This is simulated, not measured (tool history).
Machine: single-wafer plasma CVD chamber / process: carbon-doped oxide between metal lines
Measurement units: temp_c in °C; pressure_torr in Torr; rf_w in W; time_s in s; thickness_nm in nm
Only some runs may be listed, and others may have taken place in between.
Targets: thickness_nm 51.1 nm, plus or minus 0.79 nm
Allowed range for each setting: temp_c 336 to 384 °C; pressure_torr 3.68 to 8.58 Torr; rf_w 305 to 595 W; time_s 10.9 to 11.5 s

| run | hour | temp_c | pressure_torr | rf_w | time_s | thickness_nm |
|---|---|---|---|---|---|---|
| 1 | 0 | 360 | 6.13 | 450 | 11.5 | 57.114 |
| 2 | 6.2 | 351 | 6.13 | 450 | 11.5 | 58.689 |
| 3 | 14.7 | 354 | 5.88 | 445 | 11.5 | 57.884 |
| 4 | 21 | 357 | 5.85 | 440 | 11.5 | 56.215 |
| 5 | 24.3 | 360 | 5.71 | 440 | 11.5 | 55.7 |
| 6 | 25.4 | 363 | 5.57 | 440 | 11.5 | 54.877 |
| 7 | 32.8 | 365 | 5.47 | 440 | 11.5 | 54.294 |
| 8 | 40.2 | 367 | 5.39 | 440 | 11.5 | 54.424 |
| 9 | 47.8 | 369 | 5.28 | 435 | 11.5 | 52.874 |

Consider the 5 candidate settings below. Which is the only one whose results all fall within their allowed miss of target?
| A | 55.4 | 370 | 5.22 | 450 | 10.9 | ? |
| B | 55.4 | 382 | 6.67 | 465 | 11.5 | ? |
| C | 55.4 | 365 | 5.6 | 455 | 11 | ? |
| D | 55.4 | 368 | 4.36 | 470 | 11.5 | ? |
| E | 55.4 | 378 | 4.95 | 430 | 11.2 | ? |

| move | thickness_nm |
|---|---|
| A | 51.356 |
| B | 55.787 |
| C | 53.678 |
| D | 54.235 |
| E | 49.364 |
A: hits every target within its allowed miss
B: lands further from the targets than the last run did
C: lands further from the targets than the last run did
D: lands further from the targets than the last run did
E: carries the result that was furthest off beyond its target, to the other side
The move that meets every target is A.
